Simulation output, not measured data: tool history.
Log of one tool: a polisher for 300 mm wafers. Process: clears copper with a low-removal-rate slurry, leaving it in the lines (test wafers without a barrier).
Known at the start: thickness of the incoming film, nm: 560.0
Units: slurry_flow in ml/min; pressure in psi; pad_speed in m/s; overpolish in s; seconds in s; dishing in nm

run 1 hour=0.0 | slurry_flow=125 pressure=2.9 pad_speed=1.36 slurry_solids=1.00 overpolish=12 | seconds=165.77 dishing=25.9020
run 2 hour=7.8 | slurry_flow=155 pressure=2.9 pad_speed=1.36 slurry_solids=1.00 overpolish=12 | seconds=162.83 dishing=26.4740
run 3 hour=11.3 | slurry_flow=140 pressure=2.6 pad_speed=1.28 slurry_solids=0.95 overpolish=10 | seconds=194.43 dishing=19.5910
run 4 hour=12.4 | slurry_flow=125 pressure=2.4 pad_speed=1.22 slurry_solids=0.85 overpolish=9 | seconds=227.18 dishing=15.8850
run 5 hour=17.2 | slurry_flow=145 pressure=2.4 pad_speed=1.22 slurry_solids=0.85 overpolish=9 | seconds=220.20 dishing=16.1990
run 6 hour=22.8 | slurry_flow=145 pressure=2.4 pad_speed=1.22 slurry_solids=0.85 overpolish=4 | seconds=212.14 dishing=7.6226
run 7 hour=29.6 | slurry_flow=150 pressure=2.2 pad_speed=1.20 slurry_solids=0.90 overpolish=4 | seconds=242.94 dishing=7.0842
run 8 hour=34.9 | slurry_flow=155 pressure=2.1 pad_speed=1.20 slurry_solids=0.90 overpolish=4 | seconds=243.23 dishing=6.9532
run 9 hour=40.2 | slurry_flow=145 pressure=1.5 pad_speed=1.24 slurry_solids=0.90 overpolish=4 | seconds=314.76 dishing=5.3515

Run 10 comes next. What will it give?
run 10 hour=46.0 | slurry_flow=145 pressure=1.6 pad_speed=1.24 slurry_solids=0.90 overpolish=4 | seconds=? dishing=?

seconds: 308.28 s
dishing: 5.7052 nm
